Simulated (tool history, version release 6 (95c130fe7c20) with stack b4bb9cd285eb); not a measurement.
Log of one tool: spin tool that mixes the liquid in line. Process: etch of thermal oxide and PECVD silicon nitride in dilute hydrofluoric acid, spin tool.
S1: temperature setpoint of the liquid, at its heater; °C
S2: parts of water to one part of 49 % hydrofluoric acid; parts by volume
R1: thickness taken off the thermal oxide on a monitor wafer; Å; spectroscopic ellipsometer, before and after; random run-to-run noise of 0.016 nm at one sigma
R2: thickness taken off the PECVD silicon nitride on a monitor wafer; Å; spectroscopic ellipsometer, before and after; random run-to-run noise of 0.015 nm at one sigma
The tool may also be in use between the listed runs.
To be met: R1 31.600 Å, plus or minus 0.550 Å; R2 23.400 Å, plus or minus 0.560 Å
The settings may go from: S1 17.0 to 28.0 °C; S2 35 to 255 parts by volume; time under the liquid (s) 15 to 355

{"run": 1, "hour": 0.0, "S1": 20.0, "S2": 145, "time under the liquid (s)": 180, "R1": 50.967, "R2": 37.743}
{"run": 2, "hour": 3.5, "S1": 20.0, "S2": 170, "time under the liquid (s)": 180, "R1": 42.568, "R2": 31.697}
{"run": 3, "hour": 12.2, "S1": 19.5, "S2": 180, "time under the liquid (s)": 180, "R1": 38.931, "R2": 29.116}
{"run": 4, "hour": 18.6, "S1": 19.5, "S2": 200, "time under the liquid (s)": 180, "R1": 34.56, "R2": 26.666}
{"run": 5, "hour": 19.5, "S1": 19.5, "S2": 240, "time under the liquid (s)": 180, "R1": 27.367, "R2": 22.272}
{"run": 6, "hour": 24.3, "S1": 19.5, "S2": 240, "time under the liquid (s)": 250, "R1": 38.183, "R2": 30.495}
{"run": 7, "hour": 27.0, "S1": 17.0, "S2": 250, "time under the liquid (s)": 245, "R1": 32.013, "R2": 24.382}
{"run": 8, "hour": 34.5, "S1": 17.0, "S2": 245, "time under the liquid (s)": 235, "R1": 31.8, "R2": 24.152}

4 candidate next runs follow, results not yet known. Just one meets every target within its allowed miss. Identify it.
{"run": "A", "hour": 42.0, "S1": 18.0, "S2": 215, "time under the liquid (s)": 200, "R1": "?", "R2": "?"}
{"run": "B", "hour": 42.0, "S1": 17.5, "S2": 225, "time under the liquid (s)": 205, "R1": "?", "R2": "?"}
{"run": "C", "hour": 42.0, "S1": 18.0, "S2": 255, "time under the liquid (s)": 235, "R1": "?", "R2": "?"}
{"run": "D", "hour": 42.0, "S1": 17.0, "S2": 245, "time under the liquid (s)": 245, "R1": "?", "R2": "?"}

move=A R1=33.064 R2=24.894
move=B R1=31.468 R2=23.627
move=C R1=31.591 R2=24.832
move=D R1=33.273 R2=25.178
A: its largest miss is bigger than the last run's
B: all results in spec
C: its largest miss is bigger than the last run's
D: its largest miss is bigger than the last run's
So the answer is move B, the one that meets all the targets.
